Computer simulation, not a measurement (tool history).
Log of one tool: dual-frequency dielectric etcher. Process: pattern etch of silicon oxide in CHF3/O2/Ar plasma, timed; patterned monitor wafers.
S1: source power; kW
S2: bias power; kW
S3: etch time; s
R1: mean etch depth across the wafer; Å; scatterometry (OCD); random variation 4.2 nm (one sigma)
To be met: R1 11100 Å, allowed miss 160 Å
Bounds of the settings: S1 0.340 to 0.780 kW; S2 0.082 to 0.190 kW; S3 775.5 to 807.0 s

Run 1, day 0.000: S1 0.560 kW, S2 0.136 kW, S3 775.5 s. Result: R1 12421 Å.
Run 2, day 0.254: S1 0.540 kW, S2 0.135 kW, S3 775.5 s. Result: R1 12226 Å.
Run 3, day 0.412: S1 0.520 kW, S2 0.134 kW, S3 775.5 s. Result: R1 12005 Å.
Run 4, day 0.721: S1 0.560 kW, S2 0.134 kW, S3 775.5 s. Result: R1 12385 Å.
At day 0.979: source power generator calibrated.
Run 5, day 0.979: S1 0.540 kW, S2 0.133 kW, S3 775.5 s. Result: R1 12252 Å.
Run 6, day 1.067: S1 0.640 kW, S2 0.133 kW, S3 775.5 s. Result: R1 13243 Å.
Run 7, day 1.162: S1 0.610 kW, S2 0.132 kW, S3 775.5 s. Result: R1 12973 Å.
Run 8, day 1.204: S1 0.590 kW, S2 0.131 kW, S3 775.5 s. Result: R1 12740 Å.
Run 9, day 1.404: S1 0.570 kW, S2 0.130 kW, S3 775.5 s. Result: R1 12574 Å.
Run 10, day 1.650: S1 0.550 kW, S2 0.130 kW, S3 775.5 s. Result: R1 12333 Å.
Run 11, day 1.879: S1 0.530 kW, S2 0.129 kW, S3 775.5 s. Result: R1 12116 Å.
Run 12, day 1.912: S1 0.510 kW, S2 0.128 kW, S3 775.5 s. Result: R1 11860 Å.
Run 13, day 2.033: S1 0.500 kW, S2 0.128 kW, S3 775.5 s. Result: R1 11768 Å.
Run 14, day 2.308: S1 0.410 kW, S2 0.125 kW, S3 775.5 s. Result: R1 10787 Å.
Run 15, day 2.588: S1 0.410 kW, S2 0.125 kW, S3 775.5 s. Result: R1 10675 Å.
Run 16, day 2.833: S1 0.420 kW, S2 0.125 kW, S3 775.5 s. Result: R1 10877 Å.

Which of these 5 next moves meets every target?
Run A, day 3.079: S1 0.420 kW, S2 0.119 kW, S3 779.0 s. Result: R1 ?.
Run B, day 3.079: S1 0.440 kW, S2 0.129 kW, S3 795.0 s. Result: R1 ?.
Run C, day 3.079: S1 0.380 kW, S2 0.135 kW, S3 807.0 s. Result: R1 ?.
Run D, day 3.079: S1 0.420 kW, S2 0.130 kW, S3 807.0 s. Result: R1 ?.
Run E, day 3.079: S1 0.420 kW, S2 0.114 kW, S3 780.0 s. Result: R1 ?.

move     R1
   A  10745
   B  11442
   C  11022
   D  11403
   E  10636
A: further off than the last run
B: takes the result that was furthest off past its target
C: meets every target
D: takes the result that was furthest off past its target
E: further off than the last run
Answer: C
